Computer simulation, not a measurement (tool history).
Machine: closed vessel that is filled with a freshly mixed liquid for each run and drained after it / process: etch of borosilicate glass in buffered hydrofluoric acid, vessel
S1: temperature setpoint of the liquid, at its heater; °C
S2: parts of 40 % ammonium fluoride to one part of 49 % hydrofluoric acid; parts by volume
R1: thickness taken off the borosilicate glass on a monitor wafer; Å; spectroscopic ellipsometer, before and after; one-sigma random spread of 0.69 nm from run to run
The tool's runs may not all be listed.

Run 1, hour 0.0: S1 23.0 °C, S2 16.5 parts by volume, time in the liquid (s) 90. Result: R1 607.31 Å.
Run 2, hour 2.3: S1 25.0 °C, S2 15.5 parts by volume, time in the liquid (s) 90. Result: R1 725.45 Å.
Run 3, hour 6.9: S1 25.0 °C, S2 15.5 parts by volume, time in the liquid (s) 90. Result: R1 718.44 Å.
Run 4, hour 14.2: S1 25.0 °C, S2 15.5 parts by volume, time in the liquid (s) 90. Result: R1 723.00 Å.
Run 5, hour 19.9: S1 23.5 °C, S2 15.5 parts by volume, time in the liquid (s) 90. Result: R1 666.48 Å.
Run 6, hour 20.5: S1 25.5 °C, S2 14.5 parts by volume, time in the liquid (s) 90. Result: R1 797.21 Å.
Run 7, hour 23.1: S1 29.5 °C, S2 12.5 parts by volume, time in the liquid (s) 90. Result: R1 1147.10 Å.

What will run 8 give?
Run 8, hour 29.0: S1 30.0 °C, S2 12.5 parts by volume, time in the liquid (s) 90. Result: R1 ?.

R1: 1168.20 Å

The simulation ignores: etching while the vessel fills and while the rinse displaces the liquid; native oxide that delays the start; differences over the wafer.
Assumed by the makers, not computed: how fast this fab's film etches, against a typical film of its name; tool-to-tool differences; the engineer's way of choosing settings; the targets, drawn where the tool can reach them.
